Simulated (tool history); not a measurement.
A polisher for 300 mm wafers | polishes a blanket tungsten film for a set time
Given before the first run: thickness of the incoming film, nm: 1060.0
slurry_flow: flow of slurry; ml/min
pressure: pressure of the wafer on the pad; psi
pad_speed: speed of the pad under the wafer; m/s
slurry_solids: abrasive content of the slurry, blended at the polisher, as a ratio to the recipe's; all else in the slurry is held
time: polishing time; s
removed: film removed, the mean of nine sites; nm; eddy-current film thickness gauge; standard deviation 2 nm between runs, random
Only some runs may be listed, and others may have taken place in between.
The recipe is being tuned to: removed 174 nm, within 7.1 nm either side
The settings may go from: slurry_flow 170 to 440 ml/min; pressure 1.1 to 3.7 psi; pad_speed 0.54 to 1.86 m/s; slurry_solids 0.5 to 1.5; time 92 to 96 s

| run | hour | slurry_flow | pressure | pad_speed | slurry_solids | time | removed |
|---|---|---|---|---|---|---|---|
| 1 | 0 | 280 | 2.4 | 1.18 | 1 | 92 | 280.61 |
| 2 | 4.3 | 280 | 2.4 | 1.18 | 1.1 | 92 | 295.68 |
| 3 | 10.7 | 240 | 2.4 | 1.18 | 1.1 | 92 | 293.34 |
| 4 | 15 | 275 | 2.4 | 1.18 | 1.1 | 92 | 295.99 |
| 5 | 23.1 | 235 | 2.4 | 1.18 | 1.1 | 92 | 300.72 |
| 6 | 27.7 | 235 | 1.9 | 1.18 | 1.1 | 92 | 233.34 |
| 7 | 30.2 | 235 | 1.8 | 1.18 | 1.1 | 92 | 223.12 |
| 8 | 33.8 | 235 | 1.7 | 1.18 | 1.1 | 92 | 208.02 |
| 9 | 41 | 235 | 1.3 | 1.16 | 1.1 | 92 | 161.39 |

5 next moves are on the table. One of them brings every result within its allowed miss. Which?
| A | 48.2 | 170 | 1.1 | 1.3 | 1.05 | 93 | ? |
| B | 48.2 | 170 | 1.9 | 0.7 | 1.05 | 96 | ? |
| C | 48.2 | 245 | 1.6 | 1.06 | 1.05 | 92 | ? |
| D | 48.2 | 255 | 1.3 | 1.16 | 1.1 | 92 | ? |
| E | 48.2 | 235 | 1.7 | 0.84 | 1.25 | 92 | ? |

| move | removed |
|---|---|
| A | 150.41 |
| B | 143.85 |
| C | 177.83 |
| D | 161.28 |
| E | 156.16 |
A: its largest miss is bigger than the last run's
B: its largest miss is bigger than the last run's
C: all results in spec
D: just as far off the targets as the last run
E: its largest miss is bigger than the last run's
Correct choice: C, which meets every target
